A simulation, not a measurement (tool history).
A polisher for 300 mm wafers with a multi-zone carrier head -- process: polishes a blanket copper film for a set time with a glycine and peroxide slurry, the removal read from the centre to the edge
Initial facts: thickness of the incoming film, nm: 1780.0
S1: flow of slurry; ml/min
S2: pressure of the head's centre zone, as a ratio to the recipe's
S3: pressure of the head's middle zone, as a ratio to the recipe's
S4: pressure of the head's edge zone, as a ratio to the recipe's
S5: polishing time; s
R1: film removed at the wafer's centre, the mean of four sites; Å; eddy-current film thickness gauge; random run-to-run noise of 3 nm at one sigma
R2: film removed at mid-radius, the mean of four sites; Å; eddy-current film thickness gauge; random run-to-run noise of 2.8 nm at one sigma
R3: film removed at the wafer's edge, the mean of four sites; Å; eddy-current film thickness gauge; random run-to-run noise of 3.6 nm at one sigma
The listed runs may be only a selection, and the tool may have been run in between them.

{"run": 1, "hour": 0.0, "S1": 290, "S2": 1.0, "S3": 1.0, "S4": 1.0, "S5": 51, "R1": 2628.2, "R2": 2627.4, "R3": 2603.2}
{"run": 2, "hour": 6.9, "S1": 290, "S2": 1.0, "S3": 0.97, "S4": 1.0, "S5": 51, "R1": 2615.2, "R2": 2601.7, "R3": 2657.3}
{"run": 3, "hour": 9.1, "S1": 290, "S2": 1.0, "S3": 0.97, "S4": 1.07, "S5": 51, "R1": 2600.4, "R2": 2559.8, "R3": 2735.5}
{"run": 4, "hour": 10.5, "S1": 290, "S2": 1.0, "S3": 0.97, "S4": 1.13, "S5": 51, "R1": 2632.8, "R2": 2562.7, "R3": 2784.3}
{"run": 5, "hour": 13.8, "S1": 290, "S2": 1.0, "S3": 0.97, "S4": 1.13, "S5": 60, "R1": 3124.1, "R2": 2999.6, "R3": 3237.6}
{"run": 6, "hour": 20.3, "S1": 290, "S2": 1.0, "S3": 0.97, "S4": 1.13, "S5": 53, "R1": 2692.0, "R2": 2659.2, "R3": 2855.9}
{"run": 7, "hour": 23.0, "S1": 295, "S2": 1.01, "S3": 0.99, "S4": 1.13, "S5": 54, "R1": 2760.8, "R2": 2760.8, "R3": 2952.1}
{"run": 8, "hour": 27.8, "S1": 300, "S2": 1.04, "S3": 1.01, "S4": 1.11, "S5": 55, "R1": 2892.6, "R2": 2853.7, "R3": 2911.8}
{"run": 9, "hour": 32.3, "S1": 305, "S2": 1.05, "S3": 1.02, "S4": 1.11, "S5": 56, "R1": 3007.3, "R2": 2891.0, "R3": 3091.1}
{"run": 10, "hour": 39.7, "S1": 300, "S2": 1.06, "S3": 1.05, "S4": 1.08, "S5": 56, "R1": 3021.2, "R2": 2978.7, "R3": 3014.5}
{"run": 11, "hour": 48.0, "S1": 305, "S2": 1.07, "S3": 1.07, "S4": 1.07, "S5": 56, "R1": 3070.0, "R2": 3037.6, "R3": 2974.7}

Run 12 is up next; what results do you expect?
{"run": 12, "hour": 53.0, "S1": 310, "S2": 1.08, "S3": 1.08, "S4": 1.07, "S5": 56, "R1": "?", "R2": "?", "R3": "?"}

{"run 12": {"R1": 3102.3, "R2": 3076.2, "R3": 2911.6}}
